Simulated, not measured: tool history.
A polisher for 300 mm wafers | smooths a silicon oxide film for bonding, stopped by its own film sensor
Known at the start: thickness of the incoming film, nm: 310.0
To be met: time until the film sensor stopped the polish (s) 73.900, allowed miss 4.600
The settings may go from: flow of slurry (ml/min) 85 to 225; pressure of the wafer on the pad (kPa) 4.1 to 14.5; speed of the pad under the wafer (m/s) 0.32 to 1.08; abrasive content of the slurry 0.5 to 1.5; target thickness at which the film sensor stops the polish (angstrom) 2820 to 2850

run  hour  flow of slurry (ml/min)  pressure of the wafer on the pad (kPa)  speed of the pad under the wafer (m/s)  abrasive content of the slurry  target thickness at which the film sensor stops the polish (angstrom)  time until the film sensor stopped the polish (s)
  1   0.0                      145                                     9.0                                    0.70                             1.0                                                                   2820                                            100.580
  2   8.5                      145                                     9.7                                    0.70                             1.0                                                                   2820                                             95.310
  3  13.4                      145                                     9.7                                    0.70                             1.0                                                                   2850                                             86.163
  4  18.4                      145                                     9.7                                    0.54                             1.0                                                                   2850                                            102.150
  5  26.7                      145                                    10.3                                    0.54                             1.0                                                                   2850                                             94.172
  6  35.4                      145                                    11.0                                    0.54                             1.0                                                                   2850                                             90.861
  7  41.7                      145                                    11.7                                    0.54                             1.0                                                                   2850                                             84.970
  8  48.4                      145                                    12.4                                    0.54                             1.0                                                                   2850                                             80.861
  9  55.8                      145                                    12.4                                    0.54                             1.0                                                                   2850                                             84.373

5 next moves are on the table. One of them brings every result within its allowed miss. Which?
  A  63.2                      155                                    13.8                                    0.64                             1.0                                                                   2850                                                  ?
  B  63.2                      160                                    11.7                                    0.62                             1.1                                                                   2840                                                  ?
  C  63.2                      175                                    14.5                                    0.60                             1.0                                                                   2840                                                  ?
  D  63.2                      140                                    13.1                                    0.66                             1.1                                                                   2850                                                  ?
  E  63.2                      140                                    13.8                                    0.60                             1.1                                                                   2850                                                  ?

move  time until the film sensor stopped the polish (s)
   A                                             64.938
   B                                             76.085
   C                                             66.730
   D                                             63.567
   E                                             65.241
A: takes the result that was furthest off past its target
B: meets every target
C: takes the result that was furthest off past its target
D: takes the result that was furthest off past its target
E: takes the result that was furthest off past its target
Answer: B
